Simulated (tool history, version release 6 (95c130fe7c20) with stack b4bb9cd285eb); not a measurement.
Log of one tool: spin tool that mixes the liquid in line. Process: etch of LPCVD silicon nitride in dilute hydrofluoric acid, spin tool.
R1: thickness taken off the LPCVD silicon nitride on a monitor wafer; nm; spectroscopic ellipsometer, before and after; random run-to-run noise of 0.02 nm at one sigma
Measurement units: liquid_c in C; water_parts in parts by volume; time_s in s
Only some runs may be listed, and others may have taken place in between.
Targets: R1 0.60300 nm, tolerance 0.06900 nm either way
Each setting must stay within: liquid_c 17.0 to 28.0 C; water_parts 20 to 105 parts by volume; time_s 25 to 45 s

{"run": 1, "hour": 0.0, "liquid_c": 20.0, "water_parts": 55, "time_s": 45, "R1": 0.30673}
{"run": 2, "hour": 7.7, "liquid_c": 20.0, "water_parts": 55, "time_s": 25, "R1": 0.16435}
{"run": 3, "hour": 15.8, "liquid_c": 20.0, "water_parts": 70, "time_s": 25, "R1": 0.13084}
{"run": 4, "hour": 16.6, "liquid_c": 20.0, "water_parts": 70, "time_s": 45, "R1": 0.23825}
{"run": 5, "hour": 25.5, "liquid_c": 18.5, "water_parts": 70, "time_s": 45, "R1": 0.21459}
{"run": 6, "hour": 31.7, "liquid_c": 18.5, "water_parts": 65, "time_s": 45, "R1": 0.21218}
{"run": 7, "hour": 32.3, "liquid_c": 19.5, "water_parts": 60, "time_s": 45, "R1": 0.27812}
{"run": 8, "hour": 35.0, "liquid_c": 19.5, "water_parts": 55, "time_s": 45, "R1": 0.27864}
{"run": 9, "hour": 41.8, "liquid_c": 20.0, "water_parts": 50, "time_s": 45, "R1": 0.32637}
{"run": 10, "hour": 49.3, "liquid_c": 20.5, "water_parts": 45, "time_s": 45, "R1": 0.38314}
{"run": 11, "hour": 56.2, "liquid_c": 21.0, "water_parts": 45, "time_s": 45, "R1": 0.3874}
{"run": 12, "hour": 62.0, "liquid_c": 21.5, "water_parts": 45, "time_s": 45, "R1": 0.41347}
{"run": 13, "hour": 64.2, "liquid_c": 22.0, "water_parts": 45, "time_s": 45, "R1": 0.41611}
{"run": 14, "hour": 67.8, "liquid_c": 22.5, "water_parts": 45, "time_s": 45, "R1": 0.42679}
{"run": 15, "hour": 71.2, "liquid_c": 23.0, "water_parts": 45, "time_s": 45, "R1": 0.45814}
{"run": 16, "hour": 76.5, "liquid_c": 23.5, "water_parts": 45, "time_s": 45, "R1": 0.46277}
{"run": 17, "hour": 80.0, "liquid_c": 24.0, "water_parts": 45, "time_s": 45, "R1": 0.45169}

Which of these 4 next moves meets every target?
{"run": "A", "hour": 83.5, "liquid_c": 26.0, "water_parts": 25, "time_s": 35, "R1": "?"}
{"run": "B", "hour": 83.5, "liquid_c": 24.5, "water_parts": 20, "time_s": 35, "R1": "?"}
{"run": "C", "hour": 83.5, "liquid_c": 22.5, "water_parts": 25, "time_s": 45, "R1": "?"}
{"run": "D", "hour": 83.5, "liquid_c": 27.5, "water_parts": 25, "time_s": 25, "R1": "?"}

move=A R1=0.74568
move=B R1=0.83397
move=C R1=0.75516
move=D R1=0.58894
A: pushes the last run's worst result past its target
B: pushes the last run's worst result past its target
C: pushes the last run's worst result past its target
D: every result within its allowed miss
Go with D: it meets all targets.

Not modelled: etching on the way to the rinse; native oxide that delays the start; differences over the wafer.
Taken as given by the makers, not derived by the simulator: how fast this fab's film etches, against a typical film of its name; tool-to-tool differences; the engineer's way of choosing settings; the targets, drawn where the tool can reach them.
